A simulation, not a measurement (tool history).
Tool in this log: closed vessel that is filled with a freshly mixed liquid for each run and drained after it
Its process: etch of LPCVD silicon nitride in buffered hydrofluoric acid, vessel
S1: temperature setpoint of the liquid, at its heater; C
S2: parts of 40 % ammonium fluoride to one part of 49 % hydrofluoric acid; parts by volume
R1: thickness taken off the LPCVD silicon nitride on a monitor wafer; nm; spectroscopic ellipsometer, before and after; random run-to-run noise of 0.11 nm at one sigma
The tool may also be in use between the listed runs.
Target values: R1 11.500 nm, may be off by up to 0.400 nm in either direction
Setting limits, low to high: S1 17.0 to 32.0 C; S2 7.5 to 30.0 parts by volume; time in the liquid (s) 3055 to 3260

Run 1, hour 0.0: S1 24.0 C, S2 20.5 parts by volume, time in the liquid (s) 3055. Result: R1 19.433 nm.
Run 2, hour 4.8: S1 24.0 C, S2 23.5 parts by volume, time in the liquid (s) 3055. Result: R1 17.740 nm.
Run 3, hour 11.0: S1 23.0 C, S2 24.0 parts by volume, time in the liquid (s) 3055. Result: R1 16.530 nm.
Run 4, hour 14.8: S1 26.0 C, S2 24.0 parts by volume, time in the liquid (s) 3055. Result: R1 19.514 nm.
Run 5, hour 20.7: S1 28.5 C, S2 24.0 parts by volume, time in the liquid (s) 3055. Result: R1 22.169 nm.
Run 6, hour 28.6: S1 28.5 C, S2 29.0 parts by volume, time in the liquid (s) 3055. Result: R1 19.591 nm.
Run 7, hour 30.6: S1 27.0 C, S2 29.0 parts by volume, time in the liquid (s) 3055. Result: R1 17.994 nm.
Run 8, hour 34.9: S1 25.5 C, S2 29.0 parts by volume, time in the liquid (s) 3055. Result: R1 16.834 nm.
Run 9, hour 41.3: S1 24.0 C, S2 29.0 parts by volume, time in the liquid (s) 3055. Result: R1 15.424 nm.
Run 10, hour 47.2: S1 23.0 C, S2 29.0 parts by volume, time in the liquid (s) 3055. Result: R1 14.547 nm.
Run 11, hour 48.4: S1 22.5 C, S2 29.0 parts by volume, time in the liquid (s) 3055. Result: R1 14.271 nm.
Run 12, hour 51.5: S1 22.0 C, S2 29.0 parts by volume, time in the liquid (s) 3055. Result: R1 13.627 nm.

Which single option among these 4 for the next run brings every result within its allowed miss of target? Just one does.
Run A, hour 54.6: S1 22.0 C, S2 30.0 parts by volume, time in the liquid (s) 3125. Result: R1 ?.
Run B, hour 54.6: S1 17.0 C, S2 25.0 parts by volume, time in the liquid (s) 3095. Result: R1 ?.
Run C, hour 54.6: S1 22.0 C, S2 26.0 parts by volume, time in the liquid (s) 3080. Result: R1 ?.
Run D, hour 54.6: S1 20.5 C, S2 30.0 parts by volume, time in the liquid (s) 3095. Result: R1 ?.

move      R1
   A  13.992
   B  11.851
   C  15.221
   D  12.742
A: moves away from the targets compared with the last run
B: in spec on every target
C: moves away from the targets compared with the last run
D: closes in on the targets versus the last run, not all within tolerance yet
So the answer is move B, the one that meets all the targets.

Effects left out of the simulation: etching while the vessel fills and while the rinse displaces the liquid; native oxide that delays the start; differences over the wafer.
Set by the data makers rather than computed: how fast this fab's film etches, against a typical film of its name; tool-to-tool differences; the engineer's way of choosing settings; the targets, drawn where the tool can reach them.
